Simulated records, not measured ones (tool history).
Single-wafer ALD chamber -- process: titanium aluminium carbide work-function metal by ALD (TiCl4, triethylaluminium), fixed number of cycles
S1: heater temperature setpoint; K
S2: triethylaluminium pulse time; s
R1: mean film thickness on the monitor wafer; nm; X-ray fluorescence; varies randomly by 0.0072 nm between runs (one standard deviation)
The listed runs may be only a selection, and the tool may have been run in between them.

{"run": 1, "day": 0.0, "S1": 588.15, "S2": 10.88, "R1": 1.9682}
{"run": 2, "day": 0.15, "S1": 588.15, "S2": 13.14, "R1": 2.0066}
{"run": 3, "day": 0.338, "S1": 599.15, "S2": 13.14, "R1": 2.0939}
{"run": 4, "day": 0.696, "S1": 591.15, "S2": 11.83, "R1": 2.0006}
{"run": 5, "day": 0.867, "S1": 585.15, "S2": 10.88, "R1": 1.9356}
{"run": 6, "day": 1.062, "S1": 581.15, "S2": 10.33, "R1": 1.8881}
{"run": 7, "day": 1.225, "S1": 578.15, "S2": 10.01, "R1": 1.8621}

For run 8, what comes out?
{"run": 8, "day": 1.325, "S1": 576.15, "S2": 9.73, "R1": "?"}

Run 8 measured R1 1.8267 nm.

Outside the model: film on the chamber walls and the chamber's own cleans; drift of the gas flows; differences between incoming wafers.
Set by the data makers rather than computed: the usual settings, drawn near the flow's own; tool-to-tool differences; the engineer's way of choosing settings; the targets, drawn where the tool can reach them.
